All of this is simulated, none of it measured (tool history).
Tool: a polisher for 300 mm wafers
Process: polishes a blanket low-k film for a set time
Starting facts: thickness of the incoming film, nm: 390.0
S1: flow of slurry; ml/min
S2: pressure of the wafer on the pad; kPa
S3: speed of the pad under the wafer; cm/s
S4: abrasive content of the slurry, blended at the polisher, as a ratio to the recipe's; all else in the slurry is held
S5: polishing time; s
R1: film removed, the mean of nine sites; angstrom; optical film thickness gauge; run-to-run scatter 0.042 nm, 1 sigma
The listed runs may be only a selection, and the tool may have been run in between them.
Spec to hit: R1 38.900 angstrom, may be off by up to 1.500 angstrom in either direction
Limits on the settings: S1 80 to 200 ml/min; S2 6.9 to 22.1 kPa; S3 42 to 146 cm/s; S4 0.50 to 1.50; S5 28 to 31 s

Run 1, hour 0.0: S1 130 ml/min, S2 14.5 kPa, S3 94 cm/s, S4 1.00, S5 31 s. Result: R1 148.580 angstrom.
Run 2, hour 4.7: S1 130 ml/min, S2 14.5 kPa, S3 94 cm/s, S4 1.00, S5 28 s. Result: R1 135.660 angstrom.
Run 3, hour 6.4: S1 125 ml/min, S2 13.1 kPa, S3 86 cm/s, S4 0.95, S5 28 s. Result: R1 110.800 angstrom.
Run 4, hour 10.6: S1 120 ml/min, S2 12.4 kPa, S3 80 cm/s, S4 0.90, S5 28 s. Result: R1 98.639 angstrom.
Run 5, hour 17.4: S1 115 ml/min, S2 11.7 kPa, S3 74 cm/s, S4 0.85, S5 28 s. Result: R1 82.754 angstrom.
Run 6, hour 21.5: S1 145 ml/min, S2 11.7 kPa, S3 74 cm/s, S4 0.85, S5 28 s. Result: R1 84.938 angstrom.
Run 7, hour 25.9: S1 125 ml/min, S2 7.6 kPa, S3 48 cm/s, S4 0.60, S5 28 s. Result: R1 32.737 angstrom.
Run 8, hour 31.0: S1 130 ml/min, S2 8.3 kPa, S3 48 cm/s, S4 0.60, S5 28 s. Result: R1 35.146 angstrom.

Consider the 4 candidate settings below. Which is the only one whose results all fall within their allowed miss of target?
Run A, hour 36.1: S1 145 ml/min, S2 7.6 kPa, S3 46 cm/s, S4 0.55, S5 30 s. Result: R1 ?.
Run B, hour 36.1: S1 115 ml/min, S2 7.6 kPa, S3 60 cm/s, S4 0.60, S5 30 s. Result: R1 ?.
Run C, hour 36.1: S1 125 ml/min, S2 7.6 kPa, S3 46 cm/s, S4 0.70, S5 30 s. Result: R1 ?.
Run D, hour 36.1: S1 140 ml/min, S2 9.7 kPa, S3 50 cm/s, S4 0.50, S5 29 s. Result: R1 ?.

move      R1
   A  32.370
   B  42.386
   C  39.835
   D  35.336
A: its largest miss is bigger than the last run's
B: the result that was furthest off in the last run now lies on the other side of its target
C: hits every target within its allowed miss
D: moves toward the targets from the last run without getting all of them in spec
Go with C: it meets all targets.
